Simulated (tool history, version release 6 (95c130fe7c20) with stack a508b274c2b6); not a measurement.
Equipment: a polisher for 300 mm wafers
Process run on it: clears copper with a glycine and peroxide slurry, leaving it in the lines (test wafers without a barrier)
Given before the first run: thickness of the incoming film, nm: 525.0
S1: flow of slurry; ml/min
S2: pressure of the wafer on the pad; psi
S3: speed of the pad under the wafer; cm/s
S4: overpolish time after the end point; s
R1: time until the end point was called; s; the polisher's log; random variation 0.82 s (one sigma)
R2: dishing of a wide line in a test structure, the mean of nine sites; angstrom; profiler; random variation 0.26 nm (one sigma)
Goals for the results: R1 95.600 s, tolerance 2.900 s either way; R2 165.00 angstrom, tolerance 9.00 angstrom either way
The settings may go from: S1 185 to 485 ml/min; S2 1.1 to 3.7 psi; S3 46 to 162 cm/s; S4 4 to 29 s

| run | hour | S1 | S2 | S3 | S4 | R1 | R2 |
|---|---|---|---|---|---|---|---|
| 1 | 0.0 | 310 | 2.4 | 104 | 15 | 87.714 | 588.28 |
| 2 | 4.1 | 270 | 2.0 | 116 | 11 | 92.777 | 422.26 |
| 3 | 11.2 | 240 | 1.7 | 126 | 9 | 101.260 | 324.79 |
| 4 | 17.6 | 220 | 1.5 | 138 | 7 | 102.810 | 260.40 |
| 5 | 24.0 | 220 | 2.0 | 138 | 7 | 81.943 | 317.62 |
| 6 | 28.7 | 295 | 2.0 | 138 | 7 | 80.268 | 324.27 |
| 7 | 36.0 | 285 | 1.7 | 146 | 6 | 85.888 | 264.44 |
| 8 | 39.0 | 195 | 1.1 | 162 | 4 | 117.680 | 132.71 |
| 9 | 47.5 | 240 | 1.2 | 162 | 4 | 109.790 | 146.33 |
|  | 55.6 | slurry nozzle cleaned |
| 10 | 55.6 | 280 | 1.2 | 162 | 4 | 102.690 | 153.14 |
| 11 | 64.5 | 300 | 1.2 | 162 | 4 | 103.850 | 147.77 |
| 12 | 72.9 | 315 | 1.2 | 162 | 4 | 102.170 | 146.50 |
| 13 | 74.3 | 325 | 1.2 | 160 | 4 | 102.430 | 152.33 |
| 14 | 82.7 | 340 | 1.2 | 160 | 4 | 104.410 | 145.42 |

Exercise: of the 4 proposed moves below, exactly one satisfies all targets within the stated allowed misses. Which move is it?
| A | 91.1 | 340 | 1.1 | 144 | 4 | ? | ? |
| B | 91.1 | 190 | 1.4 | 162 | 4 | ? | ? |
| C | 91.1 | 245 | 1.3 | 150 | 4 | ? | ? |
| D | 91.1 | 245 | 1.2 | 162 | 4 | ? | ? |

| move | R1 | R2 |
|---|---|---|
| A | 119.400 | 128.86 |
| B | 96.026 | 158.80 |
| C | 105.240 | 145.57 |
| D | 105.340 | 145.11 |
A: misses by more than the last run did
B: every result lands within tolerance
C: misses by more than the last run did
D: misses by more than the last run did
B meets every target.

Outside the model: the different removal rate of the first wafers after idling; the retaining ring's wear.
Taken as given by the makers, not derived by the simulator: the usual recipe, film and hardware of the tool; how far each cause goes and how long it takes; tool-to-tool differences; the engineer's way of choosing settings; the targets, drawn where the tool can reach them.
